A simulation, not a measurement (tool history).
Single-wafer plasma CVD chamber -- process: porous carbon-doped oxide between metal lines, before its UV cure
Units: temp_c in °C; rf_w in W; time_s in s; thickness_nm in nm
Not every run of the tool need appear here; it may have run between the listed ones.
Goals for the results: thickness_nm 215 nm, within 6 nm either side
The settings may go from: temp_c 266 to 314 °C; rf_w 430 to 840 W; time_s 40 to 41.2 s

run,hour,temp_c,rf_w,time_s,thickness_nm
1,0,290,635,40,266.78
2,7.2,296,605,40,250.26
3,15.8,289,605,40,263.03
4,21.7,289,520,40,238.25
5,29.7,289,430,40,205.8
6,33.4,289,430,40,205.23
7,39.8,288,435,40,209.13
8,45.6,288,435,40,209.3

Which single option among these 4 for the next run brings every result within its allowed miss of target? Just one does.
A,51.4,291,440,40,?
B,51.4,294,430,41.2,?
C,51.4,295,460,41.2,?
D,51.4,294,430,40.5,?

move,thickness_nm
A,207.09
B,205.21
C,215.28
D,201.8
A: further off than the last run
B: further off than the last run
C: all results in spec
D: further off than the last run
Move C is the one to make.
